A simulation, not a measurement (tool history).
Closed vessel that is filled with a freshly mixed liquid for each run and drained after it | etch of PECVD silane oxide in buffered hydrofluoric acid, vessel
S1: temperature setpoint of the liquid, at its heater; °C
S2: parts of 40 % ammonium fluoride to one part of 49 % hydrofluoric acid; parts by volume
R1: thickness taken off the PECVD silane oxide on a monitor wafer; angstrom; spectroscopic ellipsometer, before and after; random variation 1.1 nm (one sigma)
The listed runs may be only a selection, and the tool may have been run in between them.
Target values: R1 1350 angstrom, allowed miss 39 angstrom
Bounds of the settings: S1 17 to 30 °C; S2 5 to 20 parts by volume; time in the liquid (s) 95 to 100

{"run": 1, "day": 0.0, "S1": 22, "S2": 12, "time in the liquid (s)": 95, "R1": 1722.8}
{"run": 2, "day": 0.204, "S1": 20.5, "S2": 12, "time in the liquid (s)": 95, "R1": 1576.3}
{"run": 3, "day": 0.538, "S1": 20.5, "S2": 9, "time in the liquid (s)": 95, "R1": 2003.5}
{"run": 4, "day": 0.825, "S1": 20.5, "S2": 7.5, "time in the liquid (s)": 95, "R1": 2422.6}
{"run": 5, "day": 0.979, "S1": 17, "S2": 7.5, "time in the liquid (s)": 95, "R1": 2020.2}
{"run": 6, "day": 1.171, "S1": 17, "S2": 9.5, "time in the liquid (s)": 95, "R1": 1613.6}
{"run": 7, "day": 1.4, "S1": 17, "S2": 10, "time in the liquid (s)": 95, "R1": 1548}
{"run": 8, "day": 1.508, "S1": 17, "S2": 10, "time in the liquid (s)": 95, "R1": 1535.2}
{"run": 9, "day": 1.579, "S1": 17, "S2": 10.5, "time in the liquid (s)": 95, "R1": 1473.9}
{"run": 10, "day": 1.671, "S1": 17, "S2": 11, "time in the liquid (s)": 95, "R1": 1430.7}

Next run, 4 choices. One meets every target within its allowed miss, the rest don't. Which?
{"run": "A", "day": 1.762, "S1": 17.5, "S2": 11, "time in the liquid (s)": 100, "R1": "?"}
{"run": "B", "day": 1.762, "S1": 17, "S2": 12, "time in the liquid (s)": 100, "R1": "?"}
{"run": "C", "day": 1.762, "S1": 17, "S2": 11, "time in the liquid (s)": 100, "R1": "?"}
{"run": "D", "day": 1.762, "S1": 17, "S2": 10, "time in the liquid (s)": 95, "R1": "?"}

move=A R1=1540.2
move=B R1=1374.8
move=C R1=1496.8
move=D R1=1560.5
A: the biggest miss grows against the last run
B: every result within its allowed miss
C: the biggest miss grows against the last run
D: the biggest miss grows against the last run
The move that meets every target is B.

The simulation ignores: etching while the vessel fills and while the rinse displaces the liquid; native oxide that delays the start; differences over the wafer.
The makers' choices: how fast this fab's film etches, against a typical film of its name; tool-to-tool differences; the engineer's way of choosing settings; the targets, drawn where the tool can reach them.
